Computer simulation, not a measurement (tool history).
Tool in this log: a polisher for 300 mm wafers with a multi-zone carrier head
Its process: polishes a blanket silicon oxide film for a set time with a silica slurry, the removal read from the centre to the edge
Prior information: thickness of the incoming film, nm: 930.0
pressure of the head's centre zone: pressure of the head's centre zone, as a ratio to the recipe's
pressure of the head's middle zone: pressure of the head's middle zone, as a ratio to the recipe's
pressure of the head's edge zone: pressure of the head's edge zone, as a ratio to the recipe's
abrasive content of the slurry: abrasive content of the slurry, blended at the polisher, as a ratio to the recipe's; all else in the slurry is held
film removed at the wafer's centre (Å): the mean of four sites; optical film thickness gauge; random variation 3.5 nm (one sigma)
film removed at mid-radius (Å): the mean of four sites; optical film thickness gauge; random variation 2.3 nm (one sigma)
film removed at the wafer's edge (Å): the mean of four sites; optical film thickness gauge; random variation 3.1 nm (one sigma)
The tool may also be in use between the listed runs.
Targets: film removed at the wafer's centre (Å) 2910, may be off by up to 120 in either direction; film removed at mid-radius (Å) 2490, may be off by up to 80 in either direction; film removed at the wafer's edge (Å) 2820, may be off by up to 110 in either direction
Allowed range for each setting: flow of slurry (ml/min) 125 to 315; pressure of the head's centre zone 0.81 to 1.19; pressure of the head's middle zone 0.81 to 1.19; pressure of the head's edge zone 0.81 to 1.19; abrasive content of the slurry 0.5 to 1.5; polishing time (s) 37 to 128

| run | day | flow of slurry (ml/min) | pressure of the head's centre zone | pressure of the head's middle zone | pressure of the head's edge zone | abrasive content of the slurry | polishing time (s) | film removed at the wafer's centre (Å) | film removed at mid-radius (Å) | film removed at the wafer's edge (Å) |
|---|---|---|---|---|---|---|---|---|---|---|
| 1 | 0 | 205 | 1 | 1 | 1 | 1 | 82 | 1870.2 | 1868.7 | 1902.3 |
| 2 | 0.133 | 205 | 1 | 0.96 | 1 | 1 | 82 | 1870.8 | 1832.9 | 1922.6 |
| 3 | 0.242 | 210 | 1.03 | 0.95 | 1.03 | 1.15 | 84 | 2096.9 | 2031 | 2127.3 |
| 4 | 0.554 | 215 | 1.06 | 0.92 | 1.06 | 1.25 | 85 | 2328 | 2050 | 2323.6 |
| 5 | 0.821 | 215 | 1.06 | 0.92 | 1.02 | 1.25 | 85 | 2310.7 | 2038.1 | 2274.4 |
| 6 | 0.862 | 225 | 1.08 | 0.93 | 1.05 | 1.3 | 86 | 2443.6 | 2149.5 | 2355.2 |
| 7 | 0.988 | 225 | 1.09 | 0.93 | 1.07 | 1.35 | 88 | 2577.3 | 2243.9 | 2478.8 |
| 8 | 1.288 | 230 | 1.09 | 0.93 | 1.09 | 1.4 | 89 | 2635 | 2297.7 | 2576.8 |
| 9 | 1.425 | 230 | 1.1 | 0.93 | 1.1 | 1.45 | 90 | 2735.4 | 2334.8 | 2671.3 |
| 10 | 1.738 | 235 | 1.1 | 0.94 | 1.11 | 1.45 | 91 | 2808.1 | 2405.5 | 2685.4 |

Which one of the following 5 next-run settings gets every result inside its allowed miss? There is exactly one.
| A | 2.05 | 215 | 1.19 | 0.96 | 1.08 | 1.35 | 85 | ? | ? | ? |
| B | 2.05 | 275 | 1.19 | 0.86 | 1.07 | 1.5 | 93 | ? | ? | ? |
| C | 2.05 | 235 | 1.04 | 0.86 | 1.18 | 1.45 | 94 | ? | ? | ? |
| D | 2.05 | 235 | 1.08 | 0.97 | 1.05 | 1.45 | 98 | ? | ? | ? |
| E | 2.05 | 195 | 1.09 | 0.92 | 1.07 | 1.4 | 100 | ? | ? | ? |

| move | film removed at the wafer's centre (Å) | film removed at mid-radius (Å) | film removed at the wafer's edge (Å) |
|---|---|---|---|
| A | 2706.5 | 2180.7 | 2425 |
| B | 3201.2 | 2347.2 | 2831 |
| C | 2728.6 | 2297.8 | 2899.7 |
| D | 2957.2 | 2647.7 | 2874.4 |
| E | 2909.8 | 2478.1 | 2855.6 |
A: further off than the last run
B: puts the biggest miss on target and leaves a different result outside tolerance
C: puts the biggest miss on target and leaves a different result outside tolerance
D: puts the biggest miss on target and leaves a different result outside tolerance
E: all results in spec
E meets every target.
